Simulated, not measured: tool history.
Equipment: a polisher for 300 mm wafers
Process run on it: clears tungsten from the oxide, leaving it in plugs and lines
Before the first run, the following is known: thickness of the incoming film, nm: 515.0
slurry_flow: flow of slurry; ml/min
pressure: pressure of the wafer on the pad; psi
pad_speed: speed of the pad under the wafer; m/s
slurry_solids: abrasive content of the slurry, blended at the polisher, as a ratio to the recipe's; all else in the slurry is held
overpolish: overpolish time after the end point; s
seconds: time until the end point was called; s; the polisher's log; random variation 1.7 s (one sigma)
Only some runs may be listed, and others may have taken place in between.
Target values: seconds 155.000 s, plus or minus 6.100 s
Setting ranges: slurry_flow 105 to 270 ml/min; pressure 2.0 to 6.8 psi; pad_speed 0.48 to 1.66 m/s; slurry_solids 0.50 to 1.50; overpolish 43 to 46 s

run	hour	slurry_flow	pressure	pad_speed	slurry_solids	overpolish	seconds
1	0.0	175	4.4	1.06	1.00	43	78.128
2	3.3	175	4.4	1.06	1.00	46	78.173
3	3.9	175	4.1	1.04	1.00	46	83.220
4	11.7	175	3.1	1.04	1.00	46	107.440
5	18.3	175	3.0	1.02	1.00	46	118.000
6	21.7	175	2.9	1.02	1.00	46	120.790
7	25.1	175	2.8	1.02	1.00	46	124.150
8	29.1	175	2.7	1.02	1.00	46	128.190
9	35.0	175	2.6	1.02	1.00	46	133.080
10	41.6	175	2.5	1.02	1.00	46	138.710

Next run, 5 choices. One meets every target within its allowed miss, the rest don't. Which?
A	48.2	170	2.6	1.08	0.95	43	?
B	48.2	170	2.7	1.10	0.85	46	?
C	48.2	150	2.1	1.00	1.05	43	?
D	48.2	185	2.5	0.88	1.05	46	?
E	48.2	165	3.4	0.82	0.95	43	?

move	seconds
A	128.690
B	126.610
C	167.630
D	155.610
E	130.540
A: moves away from the targets compared with the last run
B: moves away from the targets compared with the last run
C: pushes the last run's worst result past its target
D: meets every target
E: moves away from the targets compared with the last run
Go with D: it meets all targets.
